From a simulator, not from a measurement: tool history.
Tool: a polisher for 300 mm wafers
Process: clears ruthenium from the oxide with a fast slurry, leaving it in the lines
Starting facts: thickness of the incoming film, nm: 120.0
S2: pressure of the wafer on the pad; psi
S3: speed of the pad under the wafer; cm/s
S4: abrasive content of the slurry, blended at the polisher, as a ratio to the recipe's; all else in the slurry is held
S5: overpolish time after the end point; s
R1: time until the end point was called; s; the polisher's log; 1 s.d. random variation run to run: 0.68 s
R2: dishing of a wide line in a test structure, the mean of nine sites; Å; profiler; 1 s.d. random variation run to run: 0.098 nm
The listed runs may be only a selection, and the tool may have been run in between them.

{"run": 1, "hour": 0.0, "flow of slurry (ml/min)": 280, "S2": 2.8, "S3": 124, "S4": 1.0, "S5": 15, "R1": 40.402, "R2": 398.44}
{"run": 2, "hour": 1.8, "flow of slurry (ml/min)": 230, "S2": 2.8, "S3": 124, "S4": 1.0, "S5": 15, "R1": 40.686, "R2": 381.48}
{"run": 3, "hour": 4.0, "flow of slurry (ml/min)": 230, "S2": 2.8, "S3": 124, "S4": 0.85, "S5": 15, "R1": 49.3, "R2": 338.35}
{"run": 4, "hour": 8.2, "flow of slurry (ml/min)": 205, "S2": 2.8, "S3": 124, "S4": 0.85, "S5": 15, "R1": 49.532, "R2": 329.12}
{"run": 5, "hour": 9.4, "flow of slurry (ml/min)": 200, "S2": 2.6, "S3": 118, "S4": 0.9, "S5": 14, "R1": 51.862, "R2": 293.35}
{"run": 6, "hour": 12.5, "flow of slurry (ml/min)": 200, "S2": 2.6, "S3": 132, "S4": 0.9, "S5": 14, "R1": 48.055, "R2": 320.18}

Run 7 comes next. What will it give?
{"run": 7, "hour": 16.7, "flow of slurry (ml/min)": 195, "S2": 2.5, "S3": 124, "S4": 0.95, "S5": 13, "R1": "?", "R2": "?"}

R1: 49.719 s
R2: 287.04 Å
